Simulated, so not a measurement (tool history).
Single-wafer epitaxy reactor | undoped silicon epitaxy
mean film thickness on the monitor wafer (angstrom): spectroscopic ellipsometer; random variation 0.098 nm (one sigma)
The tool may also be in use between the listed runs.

| run | hour | wafer temperature setpoint (pyrometer-controlled) (K) | deposition time (s) | mean film thickness on the monitor wafer (angstrom) |
|---|---|---|---|---|
| 1 | 0 | 898.15 | 300 | 310.52 |
| 2 | 6.6 | 891.15 | 300 | 269.6 |
| 3 | 13.1 | 893.15 | 300 | 280.42 |
| 4 | 19 | 895.15 | 300 | 292.73 |
| 5 | 25 | 899.15 | 300 | 316.96 |
| 6 | 31.5 | 900.15 | 300 | 322.74 |

The next listed run, before its measurement:
| 7 | 33.8 | 901.15 | 300 | ? |

mean film thickness on the monitor wafer (angstrom): 330.03
